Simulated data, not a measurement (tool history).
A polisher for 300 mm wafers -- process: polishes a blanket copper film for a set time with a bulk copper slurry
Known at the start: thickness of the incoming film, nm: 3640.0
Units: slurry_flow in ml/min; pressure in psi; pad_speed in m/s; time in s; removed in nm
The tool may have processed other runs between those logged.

run	hour	slurry_flow	pressure	pad_speed	slurry_solids	time	removed
1	0.0	305	3.2	1.08	1.0	70	704.79
2	6.1	305	3.7	1.08	1.0	70	799.72
3	11.0	305	3.1	1.00	1.0	70	636.26
4	17.8	305	2.7	0.94	1.0	70	520.21
5	20.2	305	2.1	0.94	1.0	70	400.64
6	26.2	305	2.1	0.94	0.9	70	400.26

Predict the results of run 7:
7	26.8	305	2.0	0.94	0.9	70	?

{"run 7": {"removed": 378.62}}

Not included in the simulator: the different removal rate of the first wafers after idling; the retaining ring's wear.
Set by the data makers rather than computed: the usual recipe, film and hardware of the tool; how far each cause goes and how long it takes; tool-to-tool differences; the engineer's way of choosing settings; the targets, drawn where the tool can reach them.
